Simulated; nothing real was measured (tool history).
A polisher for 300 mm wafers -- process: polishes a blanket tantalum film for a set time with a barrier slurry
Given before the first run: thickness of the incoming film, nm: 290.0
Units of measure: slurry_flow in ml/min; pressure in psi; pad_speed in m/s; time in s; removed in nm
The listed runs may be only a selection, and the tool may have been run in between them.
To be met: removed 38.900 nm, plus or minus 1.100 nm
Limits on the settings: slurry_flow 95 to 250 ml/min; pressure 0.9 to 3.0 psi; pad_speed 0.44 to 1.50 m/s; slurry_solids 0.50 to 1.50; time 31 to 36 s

Run 1, hour 0.0: slurry_flow 160 ml/min, pressure 1.9 psi, pad_speed 0.96 m/s, slurry_solids 1.00, time 36 s. Result: removed 49.858 nm.
Run 2, hour 4.6: slurry_flow 155 ml/min, pressure 1.8 psi, pad_speed 0.96 m/s, slurry_solids 1.00, time 36 s. Result: removed 46.938 nm.
Run 3, hour 10.2: slurry_flow 150 ml/min, pressure 1.7 psi, pad_speed 0.96 m/s, slurry_solids 1.00, time 36 s. Result: removed 45.917 nm.
Run 4, hour 11.3: slurry_flow 150 ml/min, pressure 1.6 psi, pad_speed 0.96 m/s, slurry_solids 1.00, time 36 s. Result: removed 43.071 nm.
Run 5, hour 17.2: slurry_flow 180 ml/min, pressure 1.6 psi, pad_speed 0.96 m/s, slurry_solids 1.00, time 36 s. Result: removed 44.538 nm.
Run 6, hour 20.1: slurry_flow 175 ml/min, pressure 1.5 psi, pad_speed 0.96 m/s, slurry_solids 1.00, time 36 s. Result: removed 43.250 nm.
Run 7, hour 23.1: slurry_flow 165 ml/min, pressure 1.5 psi, pad_speed 0.96 m/s, slurry_solids 1.00, time 36 s. Result: removed 41.945 nm.
Run 8, hour 26.5: slurry_flow 160 ml/min, pressure 1.5 psi, pad_speed 0.96 m/s, slurry_solids 1.00, time 36 s. Result: removed 41.698 nm.
Run 9, hour 28.2: slurry_flow 155 ml/min, pressure 1.5 psi, pad_speed 0.96 m/s, slurry_solids 1.00, time 36 s. Result: removed 41.721 nm.
Run 10, hour 35.6: slurry_flow 150 ml/min, pressure 1.5 psi, pad_speed 0.96 m/s, slurry_solids 1.00, time 36 s. Result: removed 41.127 nm.
Run 11, hour 37.0: slurry_flow 145 ml/min, pressure 1.5 psi, pad_speed 0.96 m/s, slurry_solids 1.00, time 36 s. Result: removed 41.263 nm.

Which one of the following 4 next-run settings gets every result inside its allowed miss? There is exactly one.
Run A, hour 38.4: slurry_flow 150 ml/min, pressure 1.5 psi, pad_speed 0.96 m/s, slurry_solids 1.05, time 36 s. Result: removed ?.
Run B, hour 38.4: slurry_flow 115 ml/min, pressure 1.4 psi, pad_speed 0.88 m/s, slurry_solids 1.35, time 36 s. Result: removed ?.
Run C, hour 38.4: slurry_flow 140 ml/min, pressure 2.2 psi, pad_speed 0.94 m/s, slurry_solids 0.90, time 32 s. Result: removed ?.
Run D, hour 38.4: slurry_flow 150 ml/min, pressure 1.7 psi, pad_speed 0.90 m/s, slurry_solids 1.05, time 35 s. Result: removed ?.

move  removed
   A   42.269
   B   38.578
   C   44.102
   D   42.273
A: moves away from the targets compared with the last run
B: each result inside its tolerance
C: moves away from the targets compared with the last run
D: moves away from the targets compared with the last run
The move that meets every target is B.

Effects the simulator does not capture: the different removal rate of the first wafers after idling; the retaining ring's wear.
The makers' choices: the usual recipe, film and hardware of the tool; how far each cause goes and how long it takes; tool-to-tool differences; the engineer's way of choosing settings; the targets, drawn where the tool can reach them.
